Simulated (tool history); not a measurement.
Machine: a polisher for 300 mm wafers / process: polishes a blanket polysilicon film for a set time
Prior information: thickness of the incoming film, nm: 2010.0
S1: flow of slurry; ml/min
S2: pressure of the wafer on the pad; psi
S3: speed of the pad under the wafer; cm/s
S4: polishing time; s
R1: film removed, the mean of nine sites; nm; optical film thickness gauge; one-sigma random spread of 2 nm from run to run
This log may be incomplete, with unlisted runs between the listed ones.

run  hour   S1   S2  S3  S4      R1
  1   0.0  210  2.1  76  58  263.26
  2   5.7  210  2.0  76  58  253.83
  3  14.5  245  2.0  76  58  261.69
  4  17.8  245  2.0  68  58  236.84
  5  20.0  295  2.0  68  58  238.95
  6  25.9  295  1.9  68  58  223.87

For run 7, what comes out?
  7  27.0  295  1.8  68  58   ?

Run 7 came out at R1 211.33 nm.
